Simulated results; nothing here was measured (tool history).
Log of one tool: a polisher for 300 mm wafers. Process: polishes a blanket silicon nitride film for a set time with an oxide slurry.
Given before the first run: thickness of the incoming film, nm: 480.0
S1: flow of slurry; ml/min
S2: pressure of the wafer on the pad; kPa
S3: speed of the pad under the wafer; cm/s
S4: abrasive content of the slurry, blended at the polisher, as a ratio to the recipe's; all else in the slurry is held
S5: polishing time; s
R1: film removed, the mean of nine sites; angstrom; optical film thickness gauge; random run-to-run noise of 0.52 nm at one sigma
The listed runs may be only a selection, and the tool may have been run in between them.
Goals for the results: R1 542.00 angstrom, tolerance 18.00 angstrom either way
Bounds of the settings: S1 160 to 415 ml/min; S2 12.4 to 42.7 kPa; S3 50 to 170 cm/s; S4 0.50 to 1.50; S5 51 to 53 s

Run 1, day 0.000: S1 265 ml/min, S2 27.6 kPa, S3 110 cm/s, S4 1.00, S5 51 s. Result: R1 397.72 angstrom.
Run 2, day 0.188: S1 265 ml/min, S2 27.6 kPa, S3 110 cm/s, S4 1.15, S5 51 s. Result: R1 412.14 angstrom.
Run 3, day 0.221: S1 265 ml/min, S2 27.6 kPa, S3 110 cm/s, S4 1.05, S5 51 s. Result: R1 393.96 angstrom.
Run 4, day 0.371: S1 265 ml/min, S2 29.6 kPa, S3 110 cm/s, S4 1.05, S5 51 s. Result: R1 438.26 angstrom.
Run 5, day 0.683: S1 265 ml/min, S2 24.1 kPa, S3 110 cm/s, S4 1.05, S5 51 s. Result: R1 360.11 angstrom.
Run 6, day 0.875: S1 265 ml/min, S2 24.1 kPa, S3 110 cm/s, S4 1.15, S5 51 s. Result: R1 371.99 angstrom.
Run 7, day 0.996: S1 265 ml/min, S2 24.1 kPa, S3 110 cm/s, S4 1.15, S5 51 s. Result: R1 363.89 angstrom.
Run 8, day 1.154: S1 265 ml/min, S2 26.9 kPa, S3 110 cm/s, S4 1.15, S5 51 s. Result: R1 411.53 angstrom.
Run 9, day 1.392: S1 265 ml/min, S2 29.0 kPa, S3 110 cm/s, S4 1.15, S5 51 s. Result: R1 435.32 angstrom.
Run 10, day 1.642: S1 265 ml/min, S2 30.3 kPa, S3 110 cm/s, S4 1.15, S5 51 s. Result: R1 443.97 angstrom.
Run 11, day 1.983: S1 265 ml/min, S2 32.4 kPa, S3 110 cm/s, S4 1.15, S5 51 s. Result: R1 490.87 angstrom.
Run 12, day 2.200: S1 265 ml/min, S2 33.1 kPa, S3 110 cm/s, S4 1.15, S5 51 s. Result: R1 483.04 angstrom.
Run 13, day 2.392: S1 265 ml/min, S2 33.8 kPa, S3 110 cm/s, S4 1.15, S5 51 s. Result: R1 490.16 angstrom.

4 candidate next runs follow, results not yet known. Just one meets every target within its allowed miss. Identify it.
Run A, day 2.583: S1 280 ml/min, S2 32.4 kPa, S3 120 cm/s, S4 1.20, S5 52 s. Result: R1 ?.
Run B, day 2.583: S1 295 ml/min, S2 31.0 kPa, S3 108 cm/s, S4 1.00, S5 53 s. Result: R1 ?.
Run C, day 2.583: S1 185 ml/min, S2 32.4 kPa, S3 98 cm/s, S4 1.15, S5 53 s. Result: R1 ?.
Run D, day 2.583: S1 295 ml/min, S2 29.6 kPa, S3 110 cm/s, S4 1.05, S5 53 s. Result: R1 ?.

move      R1
   A  534.04
   B  453.70
   C  445.04
   D  448.80
A: hits every target within its allowed miss
B: moves away from the targets compared with the last run
C: moves away from the targets compared with the last run
D: moves away from the targets compared with the last run
The move that meets every target is A.
